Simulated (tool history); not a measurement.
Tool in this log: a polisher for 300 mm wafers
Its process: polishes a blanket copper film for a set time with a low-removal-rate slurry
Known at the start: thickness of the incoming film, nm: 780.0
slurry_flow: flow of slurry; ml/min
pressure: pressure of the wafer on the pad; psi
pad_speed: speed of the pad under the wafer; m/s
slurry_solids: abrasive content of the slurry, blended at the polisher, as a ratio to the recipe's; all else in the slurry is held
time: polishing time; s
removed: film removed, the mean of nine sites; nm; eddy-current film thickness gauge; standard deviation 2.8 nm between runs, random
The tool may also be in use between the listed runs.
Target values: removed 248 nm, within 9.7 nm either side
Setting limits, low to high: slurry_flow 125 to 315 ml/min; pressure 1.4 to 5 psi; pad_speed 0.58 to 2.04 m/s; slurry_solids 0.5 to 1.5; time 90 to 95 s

run,hour,slurry_flow,pressure,pad_speed,slurry_solids,time,removed
1,0,205,3.2,1.3,1,90,312.5
2,7.5,205,3.2,1.3,1.1,90,321.66
3,14.8,205,3.1,1.3,1.1,90,316.97
4,20.3,205,3,1.3,1.1,90,301.4
5,21.2,205,3,1.3,0.95,90,291.82
6,28.8,205,3,1.3,0.85,90,287.55
7,30.9,205,2.9,1.3,0.85,90,274.41
8,35.6,205,2.7,1.3,0.85,90,263.09

Next run, 5 choices. One meets every target within its allowed miss, the rest don't. Which?
A,40.3,210,2.8,1.34,0.75,94,?
B,40.3,200,3.2,1.18,0.85,91,?
C,40.3,195,2.6,1.34,0.8,95,?
D,40.3,215,2.5,1.26,0.9,94,?
E,40.3,200,2.7,1.38,0.9,90,?

move,removed
A,286.8
B,286.25
C,270.34
D,252.62
E,280.29
A: lands further from the targets than the last run did
B: lands further from the targets than the last run did
C: lands further from the targets than the last run did
D: all results land within tolerance of their targets
E: lands further from the targets than the last run did
D meets every target.
